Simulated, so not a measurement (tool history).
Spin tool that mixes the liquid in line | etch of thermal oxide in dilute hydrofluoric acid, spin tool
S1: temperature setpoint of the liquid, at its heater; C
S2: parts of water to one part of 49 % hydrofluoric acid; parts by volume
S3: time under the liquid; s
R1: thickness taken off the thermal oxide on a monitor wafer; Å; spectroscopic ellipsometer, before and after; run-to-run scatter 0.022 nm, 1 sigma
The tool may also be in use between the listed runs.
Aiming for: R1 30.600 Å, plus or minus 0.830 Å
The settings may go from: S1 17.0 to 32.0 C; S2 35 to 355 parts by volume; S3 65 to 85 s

| run | hour | S1 | S2 | S3 | R1 |
|---|---|---|---|---|---|
| 1 | 0.0 | 24.0 | 195 | 85 | 18.738 |
| 2 | 1.6 | 24.0 | 195 | 65 | 14.234 |
| 3 | 7.5 | 26.5 | 195 | 65 | 15.681 |
| 4 | 14.1 | 27.5 | 170 | 65 | 19.266 |
| 5 | 22.4 | 28.5 | 155 | 65 | 22.062 |
| 6 | 23.5 | 26.5 | 155 | 65 | 20.408 |
| 7 | 27.7 | 27.5 | 145 | 65 | 23.246 |
| 8 | 29.9 | 28.5 | 140 | 65 | 25.283 |
| 9 | 31.7 | 29.5 | 135 | 65 | 26.934 |
| 10 | 36.3 | 30.0 | 135 | 65 | 27.569 |
| 11 | 42.3 | 30.0 | 135 | 65 | 27.280 |
| 12 | 48.6 | 30.5 | 135 | 65 | 28.027 |
| 13 | 51.7 | 31.0 | 135 | 65 | 28.635 |

Of the 5 settings listed for the next run, only one would bring every result within its allowed miss of target. Which one?
| A | 54.8 | 32.0 | 175 | 85 | ? |
| B | 54.8 | 32.0 | 165 | 85 | ? |
| C | 54.8 | 31.0 | 160 | 80 | ? |
| D | 54.8 | 30.0 | 130 | 65 | ? |
| E | 54.8 | 27.5 | 155 | 85 | ? |

| move | R1 |
|---|---|
| A | 28.172 |
| B | 30.280 |
| C | 28.567 |
| D | 28.686 |
| E | 27.798 |
A: misses by more than the last run did
B: every result lands within tolerance
C: no nearer and no further than the last run
D: no nearer and no further than the last run
E: misses by more than the last run did
B meets every target.

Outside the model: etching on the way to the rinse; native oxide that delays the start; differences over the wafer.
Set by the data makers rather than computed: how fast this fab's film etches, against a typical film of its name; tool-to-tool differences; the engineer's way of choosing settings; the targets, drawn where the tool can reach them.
